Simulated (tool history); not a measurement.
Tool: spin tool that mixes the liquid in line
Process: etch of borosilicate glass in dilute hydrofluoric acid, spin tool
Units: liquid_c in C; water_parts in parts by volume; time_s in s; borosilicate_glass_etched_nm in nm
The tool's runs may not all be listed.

run  hour  liquid_c  water_parts  time_s  borosilicate_glass_etched_nm
  1     0        26           60      55                        19.192
  2   8.7      22.5           60      55                        16.604
  3  12.8      22.5           80      55                        12.178
  4  20.7      22.5           70      55                        14.003
  5  22.8        24           70      55                         14.97
  6  27.8        27           60      55                        19.923
  7  29.3        31           35      55                        41.753
  8  34.2        30           35      55                        39.906

Run 9 comes next. What will it give?
  9  41.1      29.5           35      55                             ?

{"run 9": {"borosilicate_glass_etched_nm": 39.128}}
